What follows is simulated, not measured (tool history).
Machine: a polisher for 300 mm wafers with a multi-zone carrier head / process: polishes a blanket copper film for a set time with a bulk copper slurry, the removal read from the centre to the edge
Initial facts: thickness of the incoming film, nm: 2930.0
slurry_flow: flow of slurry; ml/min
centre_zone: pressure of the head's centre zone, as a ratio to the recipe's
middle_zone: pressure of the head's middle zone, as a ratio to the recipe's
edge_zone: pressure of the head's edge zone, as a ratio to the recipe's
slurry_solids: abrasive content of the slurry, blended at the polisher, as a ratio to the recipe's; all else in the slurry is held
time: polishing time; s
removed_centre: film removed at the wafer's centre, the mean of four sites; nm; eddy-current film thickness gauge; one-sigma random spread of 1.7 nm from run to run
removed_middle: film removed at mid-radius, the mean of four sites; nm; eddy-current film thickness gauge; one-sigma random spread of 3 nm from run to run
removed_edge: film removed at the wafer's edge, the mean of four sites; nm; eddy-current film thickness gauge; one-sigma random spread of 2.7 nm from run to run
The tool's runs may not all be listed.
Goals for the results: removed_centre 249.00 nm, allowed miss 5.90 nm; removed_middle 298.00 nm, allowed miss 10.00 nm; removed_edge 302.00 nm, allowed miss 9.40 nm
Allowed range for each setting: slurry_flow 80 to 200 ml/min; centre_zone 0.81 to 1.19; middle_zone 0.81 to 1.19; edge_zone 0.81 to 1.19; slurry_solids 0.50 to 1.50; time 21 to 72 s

run  hour  slurry_flow  centre_zone  middle_zone  edge_zone  slurry_solids  time  removed_centre  removed_middle  removed_edge
  1   0.0          130         1.00         1.00       1.00           1.00    46          262.01          258.50        255.84
  2   8.2          130         0.97         1.02       1.04           1.05    46          254.12          267.30        265.61
  3  11.4          135         0.96         1.03       1.07           1.10    46          254.44          270.41        272.52
  4  17.6          135         0.96         1.03       1.07           1.30    46          264.87          283.68        278.24
  5  20.6          135         0.90         1.03       1.07           1.30    46          246.83          281.37        280.06
  6  24.1          140         0.89         1.04       1.09           1.30    46          246.68          288.50        285.24
  7  28.2          140         0.89         1.04       1.10           1.30    46          245.62          283.34        287.88
  8  34.3          140         0.89         1.04       1.10           1.30    46          250.17          285.06        287.67

Next run, 4 choices. One meets every target within its allowed miss, the rest don't. Which?
  A  40.4          145         0.93         1.14       1.04           1.50    42               ?               ?             ?
  B  40.4          140         0.89         1.06       1.17           1.20    45               ?               ?             ?
  C  40.4          165         0.96         1.05       1.02           1.10    44               ?               ?             ?
  D  40.4          150         0.85         1.03       1.11           1.40    47               ?               ?             ?

move  removed_centre  removed_middle  removed_edge
   A          245.86          296.39        264.95
   B          237.96          283.79        284.16
   C          254.34          277.91        261.26
   D          248.90          303.79        302.37
A: lands further from the targets than the last run did
B: lands further from the targets than the last run did
C: lands further from the targets than the last run did
D: all results land within tolerance of their targets
Answer: D
